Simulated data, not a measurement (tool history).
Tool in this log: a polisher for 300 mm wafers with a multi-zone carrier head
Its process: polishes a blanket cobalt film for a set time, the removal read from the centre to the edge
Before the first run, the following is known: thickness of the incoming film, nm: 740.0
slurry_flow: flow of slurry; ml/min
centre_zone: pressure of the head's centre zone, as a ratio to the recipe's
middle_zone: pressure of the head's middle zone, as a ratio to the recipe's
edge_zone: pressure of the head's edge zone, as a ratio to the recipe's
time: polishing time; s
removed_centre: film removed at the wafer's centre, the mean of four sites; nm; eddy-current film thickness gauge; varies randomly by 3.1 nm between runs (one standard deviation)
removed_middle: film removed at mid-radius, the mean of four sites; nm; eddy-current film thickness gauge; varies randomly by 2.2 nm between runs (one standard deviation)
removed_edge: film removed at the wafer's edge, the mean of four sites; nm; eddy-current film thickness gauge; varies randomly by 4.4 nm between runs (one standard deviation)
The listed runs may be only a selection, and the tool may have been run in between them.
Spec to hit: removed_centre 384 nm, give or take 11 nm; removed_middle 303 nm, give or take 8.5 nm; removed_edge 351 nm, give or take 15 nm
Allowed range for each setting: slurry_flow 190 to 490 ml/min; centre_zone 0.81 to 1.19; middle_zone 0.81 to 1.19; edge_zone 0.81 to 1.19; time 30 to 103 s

| run | hour | slurry_flow | centre_zone | middle_zone | edge_zone | time | removed_centre | removed_middle | removed_edge |
|---|---|---|---|---|---|---|---|---|---|
| 1 | 0 | 315 | 1 | 1 | 1 | 66 | 282.06 | 287.13 | 295.54 |
| 2 | 7.5 | 315 | 1.07 | 1 | 1 | 66 | 299.93 | 281.03 | 292.12 |
| 3 | 15.9 | 315 | 1.07 | 1 | 1.04 | 66 | 301.02 | 285.74 | 293.7 |
| 4 | 19.7 | 315 | 1.07 | 1 | 1.07 | 66 | 298.16 | 285.16 | 308.04 |
| 5 | 26.9 | 315 | 1.07 | 1 | 1.07 | 59 | 266.61 | 256.01 | 271.69 |
| 6 | 35.8 | 315 | 1.14 | 1 | 1.07 | 59 | 281.32 | 254.4 | 271.99 |
| 7 | 42.5 | 335 | 1.16 | 0.97 | 1.07 | 64 | 314.55 | 271.88 | 293.74 |
| 8 | 46.3 | 350 | 1.17 | 0.94 | 1.08 | 67 | 328.85 | 275.89 | 312.16 |
| 9 | 50.4 | 355 | 1.18 | 0.93 | 1.07 | 70 | 352.13 | 283.91 | 318.33 |
| 10 | 57.6 | 360 | 1.18 | 0.92 | 1.08 | 72 | 357.28 | 293.24 | 334.97 |

Which of these 4 next moves meets every target?
| A | 64.8 | 360 | 1.19 | 0.9 | 1.07 | 76 | ? | ? | ? |
| B | 64.8 | 385 | 1.14 | 1 | 1.11 | 66 | ? | ? | ? |
| C | 64.8 | 315 | 1.11 | 0.98 | 1.04 | 70 | ? | ? | ? |
| D | 64.8 | 355 | 1.19 | 1.02 | 0.96 | 74 | ? | ? | ? |

| move | removed_centre | removed_middle | removed_edge |
|---|---|---|---|
| A | 386.75 | 306.36 | 352.41 |
| B | 324.46 | 292.14 | 312.31 |
| C | 329.4 | 299.7 | 317.15 |
| D | 376.42 | 330.98 | 325.54 |
A: meets every target
B: misses by more than the last run did
C: misses by more than the last run did
D: puts the biggest miss on target and leaves a different result outside tolerance
Correct choice: A, which meets every target

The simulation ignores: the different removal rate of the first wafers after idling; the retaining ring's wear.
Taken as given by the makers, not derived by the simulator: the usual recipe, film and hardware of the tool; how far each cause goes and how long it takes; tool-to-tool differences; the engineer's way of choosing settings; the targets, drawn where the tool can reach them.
